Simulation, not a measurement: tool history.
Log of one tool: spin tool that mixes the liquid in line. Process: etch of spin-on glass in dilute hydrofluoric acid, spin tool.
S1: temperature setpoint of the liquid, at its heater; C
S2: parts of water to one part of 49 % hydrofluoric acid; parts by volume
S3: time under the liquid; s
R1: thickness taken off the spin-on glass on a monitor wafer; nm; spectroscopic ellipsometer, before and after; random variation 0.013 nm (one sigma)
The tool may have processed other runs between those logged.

{"run": 1, "hour": 0.0, "S1": 23.0, "S2": 285, "S3": 35, "R1": 2.8269}
{"run": 2, "hour": 1.0, "S1": 21.5, "S2": 290, "S3": 35, "R1": 2.6102}
{"run": 3, "hour": 8.4, "S1": 21.5, "S2": 290, "S3": 35, "R1": 2.6035}
{"run": 4, "hour": 9.5, "S1": 21.5, "S2": 195, "S3": 35, "R1": 4.1683}
{"run": 5, "hour": 11.7, "S1": 21.5, "S2": 195, "S3": 35, "R1": 4.2125}
{"hour": 13.1, "done": "thermometer replaced"}
{"run": 6, "hour": 13.1, "S1": 21.5, "S2": 155, "S3": 35, "R1": 5.956}
{"run": 7, "hour": 16.8, "S1": 17.5, "S2": 265, "S3": 35, "R1": 2.6433}
{"run": 8, "hour": 20.0, "S1": 17.5, "S2": 275, "S3": 35, "R1": 2.539}
{"run": 9, "hour": 23.6, "S1": 17.5, "S2": 275, "S3": 35, "R1": 2.5416}
{"run": 10, "hour": 28.6, "S1": 17.5, "S2": 280, "S3": 35, "R1": 2.4696}
{"run": 11, "hour": 34.6, "S1": 17.5, "S2": 285, "S3": 35, "R1": 2.4574}
{"run": 12, "hour": 40.9, "S1": 17.5, "S2": 290, "S3": 35, "R1": 2.3622}
{"run": 13, "hour": 41.9, "S1": 17.5, "S2": 295, "S3": 35, "R1": 2.3316}

Run 14 is up next; what results do you expect?
{"run": 14, "hour": 46.9, "S1": 17.5, "S2": 300, "S3": 35, "R1": "?"}

Run 14 measured R1 2.2962 nm.
